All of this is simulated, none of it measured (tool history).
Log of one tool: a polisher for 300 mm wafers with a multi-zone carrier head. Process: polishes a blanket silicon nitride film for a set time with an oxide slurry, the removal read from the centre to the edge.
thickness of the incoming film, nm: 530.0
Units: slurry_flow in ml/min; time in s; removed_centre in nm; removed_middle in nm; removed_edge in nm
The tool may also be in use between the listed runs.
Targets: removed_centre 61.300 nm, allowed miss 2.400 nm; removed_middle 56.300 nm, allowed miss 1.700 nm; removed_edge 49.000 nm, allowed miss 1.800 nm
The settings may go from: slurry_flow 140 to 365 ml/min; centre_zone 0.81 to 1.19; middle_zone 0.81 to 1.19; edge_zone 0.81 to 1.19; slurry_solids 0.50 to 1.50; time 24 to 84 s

Run 1, hour 0.0: slurry_flow 235 ml/min, centre_zone 1.00, middle_zone 1.00, edge_zone 1.00, slurry_solids 1.00, time 54 s. Result: removed_centre 41.318 nm, removed_middle 40.083 nm, removed_edge 41.747 nm.
Run 2, hour 6.1: slurry_flow 250 ml/min, centre_zone 1.05, middle_zone 1.04, edge_zone 0.99, slurry_solids 1.10, time 54 s. Result: removed_centre 47.268 nm, removed_middle 44.880 nm, removed_edge 43.640 nm.
Run 3, hour 9.6: slurry_flow 220 ml/min, centre_zone 1.05, middle_zone 1.04, edge_zone 0.99, slurry_solids 1.10, time 54 s. Result: removed_centre 47.319 nm, removed_middle 44.000 nm, removed_edge 43.170 nm.
Run 4, hour 10.3: slurry_flow 220 ml/min, centre_zone 1.05, middle_zone 1.04, edge_zone 0.99, slurry_solids 0.90, time 54 s. Result: removed_centre 41.397 nm, removed_middle 39.556 nm, removed_edge 38.813 nm.
Run 5, hour 13.3: slurry_flow 220 ml/min, centre_zone 1.00, middle_zone 1.04, edge_zone 0.99, slurry_solids 0.90, time 54 s. Result: removed_centre 39.734 nm, removed_middle 38.746 nm, removed_edge 39.201 nm.
Run 6, hour 21.9: slurry_flow 220 ml/min, centre_zone 1.04, middle_zone 1.07, edge_zone 1.01, slurry_solids 1.00, time 54 s. Result: removed_centre 43.415 nm, removed_middle 42.649 nm, removed_edge 41.084 nm.
Run 7, hour 28.5: slurry_flow 230 ml/min, centre_zone 1.07, middle_zone 1.08, edge_zone 1.02, slurry_solids 1.10, time 54 s. Result: removed_centre 48.076 nm, removed_middle 46.034 nm, removed_edge 44.835 nm.
Run 8, hour 32.8: slurry_flow 240 ml/min, centre_zone 1.10, middle_zone 1.10, edge_zone 1.01, slurry_solids 1.15, time 54 s. Result: removed_centre 50.147 nm, removed_middle 48.282 nm, removed_edge 45.670 nm.
Run 9, hour 36.1: slurry_flow 240 ml/min, centre_zone 1.12, middle_zone 1.11, edge_zone 0.99, slurry_solids 1.20, time 54 s. Result: removed_centre 52.914 nm, removed_middle 49.490 nm, removed_edge 45.917 nm.
Run 10, hour 44.0: slurry_flow 245 ml/min, centre_zone 1.14, middle_zone 1.12, edge_zone 0.98, slurry_solids 1.25, time 54 s. Result: removed_centre 54.595 nm, removed_middle 51.202 nm, removed_edge 47.169 nm.
Run 11, hour 44.5: slurry_flow 250 ml/min, centre_zone 1.15, middle_zone 1.13, edge_zone 0.96, slurry_solids 1.30, time 54 s. Result: removed_centre 56.588 nm, removed_middle 52.203 nm, removed_edge 47.608 nm.
Run 12, hour 50.7: slurry_flow 260 ml/min, centre_zone 1.16, middle_zone 1.14, edge_zone 0.95, slurry_solids 1.30, time 54 s. Result: removed_centre 57.500 nm, removed_middle 53.031 nm, removed_edge 46.914 nm.
Run 13, hour 53.7: slurry_flow 265 ml/min, centre_zone 1.17, middle_zone 1.15, edge_zone 0.96, slurry_solids 1.30, time 54 s. Result: removed_centre 57.141 nm, removed_middle 54.169 nm, removed_edge 47.061 nm.
Run 14, hour 62.3: slurry_flow 265 ml/min, centre_zone 1.17, middle_zone 1.15, edge_zone 0.96, slurry_solids 1.30, time 54 s. Result: removed_centre 58.320 nm, removed_middle 53.434 nm, removed_edge 47.502 nm.
Run 15, hour 64.0: slurry_flow 270 ml/min, centre_zone 1.17, middle_zone 1.16, edge_zone 0.96, slurry_solids 1.30, time 54 s. Result: removed_centre 58.229 nm, removed_middle 54.902 nm, removed_edge 46.986 nm.
Run 16, hour 71.5: slurry_flow 275 ml/min, centre_zone 1.17, middle_zone 1.16, edge_zone 0.97, slurry_solids 1.30, time 54 s. Result: removed_centre 56.167 nm, removed_middle 53.334 nm, removed_edge 47.557 nm.
Run 17, hour 74.8: slurry_flow 265 ml/min, centre_zone 1.17, middle_zone 1.16, edge_zone 0.97, slurry_solids 1.30, time 54 s. Result: removed_centre 57.679 nm, removed_middle 53.492 nm, removed_edge 47.721 nm.
Run 18, hour 83.1: slurry_flow 265 ml/min, centre_zone 1.17, middle_zone 1.16, edge_zone 0.96, slurry_solids 1.30, time 54 s. Result: removed_centre 57.272 nm, removed_middle 53.815 nm, removed_edge 46.933 nm.

Which of these 5 next moves meets every target?
Run A, hour 91.4: slurry_flow 205 ml/min, centre_zone 1.19, middle_zone 1.17, edge_zone 0.93, slurry_solids 1.50, time 54 s. Result: removed_centre ?, removed_middle ?, removed_edge ?.
Run B, hour 91.4: slurry_flow 265 ml/min, centre_zone 1.01, middle_zone 1.19, edge_zone 0.90, slurry_solids 1.30, time 56 s. Result: removed_centre ?, removed_middle ?, removed_edge ?.
Run C, hour 91.4: slurry_flow 260 ml/min, centre_zone 1.17, middle_zone 1.16, edge_zone 0.87, slurry_solids 1.05, time 59 s. Result: removed_centre ?, removed_middle ?, removed_edge ?.
Run D, hour 91.4: slurry_flow 315 ml/min, centre_zone 1.16, middle_zone 1.19, edge_zone 0.92, slurry_solids 1.10, time 56 s. Result: removed_centre ?, removed_middle ?, removed_edge ?.
Run E, hour 91.4: slurry_flow 280 ml/min, centre_zone 1.07, middle_zone 1.13, edge_zone 1.00, slurry_solids 1.20, time 56 s. Result: removed_centre ?, removed_middle ?, removed_edge ?.

move  removed_centre  removed_middle  removed_edge
   A          59.603          54.990        47.803
   B          50.884          56.009        46.883
   C          55.608          51.665        43.606
   D          54.748          52.341        44.128
   E          52.180          51.817        47.660
A: meets every target
B: further off than the last run
C: further off than the last run
D: further off than the last run
E: further off than the last run
Answer: A
